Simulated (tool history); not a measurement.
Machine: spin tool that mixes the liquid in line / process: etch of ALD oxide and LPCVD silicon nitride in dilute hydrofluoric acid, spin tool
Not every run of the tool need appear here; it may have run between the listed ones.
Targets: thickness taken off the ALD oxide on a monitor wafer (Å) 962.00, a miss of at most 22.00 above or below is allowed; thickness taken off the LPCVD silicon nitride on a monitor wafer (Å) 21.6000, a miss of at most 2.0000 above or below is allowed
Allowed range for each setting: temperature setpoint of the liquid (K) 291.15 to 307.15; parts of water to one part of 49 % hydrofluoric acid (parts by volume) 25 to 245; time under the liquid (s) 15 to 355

| run | day | temperature setpoint of the liquid (K) | parts of water to one part of 49 % hydrofluoric acid (parts by volume) | time under the liquid (s) | thickness taken off the ALD oxide on a monitor wafer (Å) | thickness taken off the LPCVD silicon nitride on a monitor wafer (Å) |
|---|---|---|---|---|---|---|
| 1 | 0.000 | 299.15 | 135 | 180 | 405.63 | 8.2074 |
| 2 | 0.212 | 302.15 | 135 | 180 | 455.15 | 9.3249 |
| 3 | 0.346 | 304.65 | 135 | 180 | 488.92 | 11.4960 |
| 4 | 0.671 | 304.65 | 135 | 115 | 317.44 | 7.3139 |
| 5 | 0.979 | 302.65 | 135 | 115 | 290.20 | 6.5074 |
| 6 | 1.012 | 302.65 | 95 | 115 | 442.03 | 9.7273 |
| 7 | 1.308 | 302.65 | 95 | 115 | 440.93 | 9.4058 |
| 8 | 1.383 | 303.65 | 80 | 115 | 562.04 | 11.9970 |
| 9 | 1.483 | 304.15 | 75 | 115 | 611.32 | 13.4680 |
|  | 1.583 | hydrofluoric acid flow meter replaced |
| 10 | 1.583 | 304.65 | 70 | 115 | 725.70 | 16.1310 |

4 candidate next runs follow, results not yet known. Just one meets every target within its allowed miss. Identify it.
| A | 1.683 | 300.15 | 55 | 140 | ? | ? |
| B | 1.683 | 302.65 | 55 | 120 | ? | ? |
| C | 1.683 | 306.65 | 65 | 130 | ? | ? |
| D | 1.683 | 296.15 | 50 | 155 | ? | ? |

| move | thickness taken off the ALD oxide on a monitor wafer (Å) | thickness taken off the LPCVD silicon nitride on a monitor wafer (Å) |
|---|---|---|
| A | 966.74 | 18.3160 |
| B | 914.90 | 18.4770 |
| C | 962.64 | 21.8360 |
| D | 1007.10 | 17.0410 |
A: the worst result of the last run now meets its target, but another is out of spec
B: gains on the last run, yet a result remains outside its allowed miss
C: every result lands within tolerance
D: takes the result that was furthest off past its target
The right move is C.
